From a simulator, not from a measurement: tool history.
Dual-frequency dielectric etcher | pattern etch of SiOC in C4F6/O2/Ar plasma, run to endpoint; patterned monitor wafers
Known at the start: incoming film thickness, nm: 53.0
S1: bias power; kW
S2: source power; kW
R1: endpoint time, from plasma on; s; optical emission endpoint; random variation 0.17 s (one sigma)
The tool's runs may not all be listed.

| run | hour | S1 | S2 | R1 |
|---|---|---|---|---|
| 1 | 0 | 0.447 | 0.29 | 23.043 |
| 2 | 7.2 | 0.447 | 0.27 | 23.216 |
| 3 | 15.6 | 0.468 | 0.28 | 22.597 |
| 4 | 22.2 | 0.416 | 0.28 | 23.41 |
| 5 | 25.9 | 0.438 | 0.29 | 22.555 |
| 6 | 28.7 | 0.45 | 0.3 | 22.247 |
| 7 | 31.4 | 0.464 | 0.31 | 21.949 |
| 8 | 38.2 | 0.477 | 0.32 | 21.536 |

Run 9 comes next. What will it give?
| 9 | 40.3 | 0.489 | 0.33 | ? |

{"run 9": {"R1": 21.124}}
